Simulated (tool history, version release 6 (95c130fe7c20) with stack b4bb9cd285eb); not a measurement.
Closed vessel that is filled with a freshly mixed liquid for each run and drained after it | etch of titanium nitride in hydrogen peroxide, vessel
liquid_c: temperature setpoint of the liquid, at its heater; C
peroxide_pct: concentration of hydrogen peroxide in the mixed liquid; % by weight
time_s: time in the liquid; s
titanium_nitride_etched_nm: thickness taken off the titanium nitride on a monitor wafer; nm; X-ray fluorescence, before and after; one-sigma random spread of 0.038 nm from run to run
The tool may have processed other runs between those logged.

run	hour	liquid_c	peroxide_pct	time_s	titanium_nitride_etched_nm
1	0	45	17	240	10.343
2	5.4	45	20.5	240	10.776
3	9.2	41.5	20.5	240	8.2674
4	15.5	41.5	17.5	240	8.0037
5	23.5	39.5	17.5	240	6.8795
6	25	38	17.5	240	6.063
7	25.9	38	17.5	240	6.0341
8	29.7	37	17.5	240	5.6817

The next listed run, before its measurement:
9	33.5	36	17.5	240	?

titanium_nitride_etched_nm: 5.3201 nm
